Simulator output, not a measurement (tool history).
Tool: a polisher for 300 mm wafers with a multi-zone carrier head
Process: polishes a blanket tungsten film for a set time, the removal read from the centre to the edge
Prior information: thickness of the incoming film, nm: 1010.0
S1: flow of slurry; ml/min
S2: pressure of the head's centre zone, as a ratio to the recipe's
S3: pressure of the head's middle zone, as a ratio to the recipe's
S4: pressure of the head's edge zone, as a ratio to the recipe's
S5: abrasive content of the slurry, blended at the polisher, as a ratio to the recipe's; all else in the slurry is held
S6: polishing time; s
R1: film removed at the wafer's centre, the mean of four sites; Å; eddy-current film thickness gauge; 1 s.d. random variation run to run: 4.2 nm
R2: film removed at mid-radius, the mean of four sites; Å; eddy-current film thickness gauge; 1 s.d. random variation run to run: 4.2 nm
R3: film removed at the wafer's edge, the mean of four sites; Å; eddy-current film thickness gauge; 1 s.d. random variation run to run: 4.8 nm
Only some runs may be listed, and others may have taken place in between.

run  hour   S1    S2    S3    S4    S5  S6      R1      R2      R3
  1   0.0  215  1.00  1.00  1.00  1.00  59  4081.3  3992.6  3875.0
  2   3.1  220  1.01  0.99  1.02  1.05  60  4226.6  4148.8  4100.2
  3   8.7  220  0.94  0.99  1.02  1.05  60  3900.1  4068.1  4079.7
  4  15.8  220  0.94  0.99  1.02  0.85  60  3702.6  3837.0  3914.0
  5  21.7  220  0.86  0.99  1.02  0.85  60  3456.0  3898.5  3866.8
  6  29.0  225  0.90  0.98  1.04  0.90  60  3671.5  3989.4  3958.5
  7  36.9  210  0.92  0.96  1.06  0.95  61  3736.1  3989.9  4162.8
  8  37.8  215  0.95  0.95  1.07  1.00  61  3987.1  3996.9  4131.2
  9  39.2  205  0.96  0.93  1.08  1.05  62  4091.8  3913.9  4226.5
 10  43.0  205  0.97  0.92  1.09  1.10  63  4326.6  4054.3  4417.1

The next listed run, before its measurement:
 11  50.8  210  0.98  0.91  1.10  1.15  63   ?   ?   ?

R1: 4383.1 Å
R2: 3995.5 Å
R3: 4461.3 Å

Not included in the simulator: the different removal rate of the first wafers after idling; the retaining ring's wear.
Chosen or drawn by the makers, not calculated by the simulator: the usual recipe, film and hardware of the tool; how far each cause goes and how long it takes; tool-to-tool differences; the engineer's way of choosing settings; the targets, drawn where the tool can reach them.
